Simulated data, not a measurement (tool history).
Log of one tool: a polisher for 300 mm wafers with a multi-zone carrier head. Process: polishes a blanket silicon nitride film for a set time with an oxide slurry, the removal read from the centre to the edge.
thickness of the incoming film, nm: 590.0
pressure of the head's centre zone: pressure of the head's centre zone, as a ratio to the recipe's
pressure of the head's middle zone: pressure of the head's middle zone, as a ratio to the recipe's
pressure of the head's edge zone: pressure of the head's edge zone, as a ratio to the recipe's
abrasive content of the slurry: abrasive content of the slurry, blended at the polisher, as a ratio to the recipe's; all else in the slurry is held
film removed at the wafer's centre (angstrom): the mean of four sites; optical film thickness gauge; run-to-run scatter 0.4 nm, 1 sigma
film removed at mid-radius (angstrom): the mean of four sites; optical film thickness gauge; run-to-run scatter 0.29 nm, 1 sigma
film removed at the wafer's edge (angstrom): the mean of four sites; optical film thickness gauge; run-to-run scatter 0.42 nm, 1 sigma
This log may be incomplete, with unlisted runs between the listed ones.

run	hour	flow of slurry (ml/min)	pressure of the head's centre zone	pressure of the head's middle zone	pressure of the head's edge zone	abrasive content of the slurry	polishing time (s)	film removed at the wafer's centre (angstrom)	film removed at mid-radius (angstrom)	film removed at the wafer's edge (angstrom)
1	0	260	1	1	1	1	51	393.27	394.02	396.58
2	4.9	255	0.97	0.96	0.98	0.9	51	364.93	364.91	376.53
3	9.9	250	0.94	0.93	0.96	0.85	51	362.13	352.06	375.61
4	18.5	250	0.94	0.93	0.96	0.85	56	378.61	384.94	407.2
5	24.2	250	0.94	0.93	0.9	0.85	56	383.49	378.07	387.25
6	26.4	245	0.91	0.91	0.89	0.75	56	365.31	348.77	370.5

The next listed run, before its measurement:
7	31.1	240	0.88	0.92	0.9	0.7	55	?	?	?

Run 7 came out at film removed at the wafer's centre (angstrom) 338.4, film removed at mid-radius (angstrom) 331.07, film removed at the wafer's edge (angstrom) 351.26.

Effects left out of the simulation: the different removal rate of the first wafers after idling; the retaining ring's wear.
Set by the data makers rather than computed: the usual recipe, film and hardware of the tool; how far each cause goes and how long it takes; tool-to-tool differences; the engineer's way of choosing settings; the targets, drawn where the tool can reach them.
